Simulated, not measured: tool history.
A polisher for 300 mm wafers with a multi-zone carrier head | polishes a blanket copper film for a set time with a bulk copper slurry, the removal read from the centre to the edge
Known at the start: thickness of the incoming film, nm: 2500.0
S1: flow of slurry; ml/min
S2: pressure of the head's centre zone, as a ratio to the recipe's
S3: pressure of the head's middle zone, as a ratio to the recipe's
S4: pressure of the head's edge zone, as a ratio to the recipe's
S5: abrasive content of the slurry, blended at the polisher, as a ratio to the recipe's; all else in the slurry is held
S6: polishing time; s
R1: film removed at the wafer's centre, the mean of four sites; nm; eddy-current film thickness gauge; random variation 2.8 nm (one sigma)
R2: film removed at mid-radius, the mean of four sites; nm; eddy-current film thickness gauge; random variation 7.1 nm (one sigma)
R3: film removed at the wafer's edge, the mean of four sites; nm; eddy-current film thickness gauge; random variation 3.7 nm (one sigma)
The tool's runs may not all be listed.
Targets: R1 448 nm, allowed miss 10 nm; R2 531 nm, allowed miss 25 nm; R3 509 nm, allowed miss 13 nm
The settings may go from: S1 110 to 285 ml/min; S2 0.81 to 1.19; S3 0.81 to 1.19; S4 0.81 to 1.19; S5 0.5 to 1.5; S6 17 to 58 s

| run | hour | S1 | S2 | S3 | S4 | S5 | S6 | R1 | R2 | R3 |
|---|---|---|---|---|---|---|---|---|---|---|
| 1 | 0 | 180 | 1 | 1 | 1 | 1 | 37 | 360.58 | 366.99 | 371.96 |
| 2 | 4.6 | 180 | 1 | 1.05 | 1 | 1 | 37 | 364.3 | 377.12 | 377.06 |
| 3 | 7.9 | 180 | 0.94 | 1.05 | 1 | 1 | 37 | 338.93 | 373.9 | 371.14 |
| 4 | 9.2 | 195 | 0.94 | 1.1 | 1.04 | 1.15 | 38 | 369.59 | 423 | 403.11 |
| 5 | 16.4 | 155 | 0.94 | 1.1 | 1.04 | 1.15 | 38 | 353.52 | 410.54 | 399.54 |
| 6 | 23.9 | 155 | 0.94 | 1.1 | 1.04 | 1.15 | 31 | 287.48 | 337.52 | 324.51 |
| 7 | 25.1 | 140 | 0.96 | 1.13 | 1.07 | 1.25 | 35 | 335.59 | 390.15 | 371.37 |
| 8 | 33.7 | 150 | 0.95 | 1.14 | 1.11 | 1.35 | 38 | 374.17 | 445.17 | 431.03 |
| 9 | 37.2 | 180 | 0.96 | 1.15 | 1.14 | 1.4 | 38 | 394.9 | 483.09 | 439.79 |
| 10 | 44.9 | 180 | 0.96 | 1.15 | 1.14 | 1.4 | 38 | 394.78 | 477.1 | 445.36 |
| 11 | 52.9 | 180 | 0.96 | 1.15 | 1.14 | 1.4 | 38 | 391.1 | 461.87 | 443.78 |
| 12 | 54.6 | 195 | 0.96 | 1.16 | 1.16 | 1.45 | 39 | 412.37 | 509.24 | 467.13 |
| 13 | 58 | 235 | 0.96 | 1.07 | 1.19 | 1.5 | 41 | 450.36 | 495.2 | 509.51 |
| 14 | 60.3 | 235 | 0.96 | 1.07 | 1.19 | 1.5 | 41 | 451.8 | 491.86 | 507.08 |

4 next moves are on the table. One of them brings every result within its allowed miss. Which?
| A | 62.6 | 245 | 0.97 | 1.1 | 1.15 | 1.4 | 39 | ? | ? | ? |
| B | 62.6 | 215 | 0.97 | 1.01 | 1.19 | 1.4 | 42 | ? | ? | ? |
| C | 62.6 | 260 | 0.94 | 1.19 | 1.09 | 1.5 | 42 | ? | ? | ? |
| D | 62.6 | 155 | 0.97 | 1.14 | 1.15 | 1.5 | 43 | ? | ? | ? |

| move | R1 | R2 | R3 |
|---|---|---|---|
| A | 431.09 | 486.16 | 466.13 |
| B | 455.64 | 478.97 | 504.06 |
| C | 462.19 | 575.07 | 501.89 |
| D | 449.77 | 526.9 | 498.31 |
A: further off than the last run
B: further off than the last run
C: takes the result that was furthest off past its target
D: meets every target
Move D is the one to make.
